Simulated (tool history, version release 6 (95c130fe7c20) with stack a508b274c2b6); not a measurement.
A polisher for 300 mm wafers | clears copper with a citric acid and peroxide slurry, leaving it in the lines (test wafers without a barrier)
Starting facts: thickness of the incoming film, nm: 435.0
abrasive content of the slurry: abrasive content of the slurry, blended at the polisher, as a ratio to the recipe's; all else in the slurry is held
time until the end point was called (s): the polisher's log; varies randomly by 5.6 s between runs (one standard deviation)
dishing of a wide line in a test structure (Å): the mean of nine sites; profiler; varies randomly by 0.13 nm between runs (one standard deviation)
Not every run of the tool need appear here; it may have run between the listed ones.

| run | hour | flow of slurry (ml/min) | pressure of the wafer on the pad (psi) | speed of the pad under the wafer (m/s) | abrasive content of the slurry | overpolish time after the end point (s) | time until the end point was called (s) | dishing of a wide line in a test structure (Å) |
|---|---|---|---|---|---|---|---|---|
| 1 | 0.0 | 225 | 3.5 | 1.14 | 1.00 | 21 | 158.36 | 444.750 |
| 2 | 3.7 | 220 | 3.1 | 1.04 | 0.95 | 17 | 184.97 | 302.270 |
| 3 | 9.7 | 220 | 3.1 | 1.04 | 0.85 | 17 | 194.28 | 301.020 |
| 4 | 14.4 | 220 | 3.1 | 1.04 | 0.85 | 26 | 192.40 | 437.630 |
| 5 | 21.2 | 220 | 3.1 | 1.04 | 0.65 | 26 | 199.15 | 421.420 |
| 6 | 26.5 | 220 | 3.1 | 1.04 | 0.75 | 26 | 195.41 | 446.280 |
| 7 | 27.4 | 200 | 2.7 | 0.94 | 0.80 | 21 | 241.95 | 303.360 |
| 8 | 33.7 | 235 | 2.4 | 0.88 | 0.75 | 17 | 272.03 | 223.750 |
| 9 | 36.2 | 235 | 2.4 | 0.88 | 0.75 | 17 | 269.36 | 212.820 |
| 10 | 36.8 | 265 | 2.2 | 0.86 | 0.70 | 14 | 287.36 | 166.870 |
| 11 | 45.7 | 285 | 2.1 | 0.84 | 0.65 | 12 | 308.48 | 132.480 |
| 12 | 50.8 | 300 | 2.0 | 0.86 | 0.60 | 11 | 323.72 | 123.820 |
| 13 | 54.3 | 315 | 2.2 | 0.78 | 0.60 | 10 | 321.59 | 112.300 |
| 14 | 59.5 | 325 | 2.4 | 0.72 | 0.60 | 9 | 334.98 | 95.911 |

For run 15, what comes out?
| 15 | 60.1 | 330 | 2.7 | 0.68 | 0.60 | 8 | ? | ? |

{"run 15": {"time until the end point was called (s)": 326.89, "dishing of a wide line in a test structure (Å)": 87.291}}
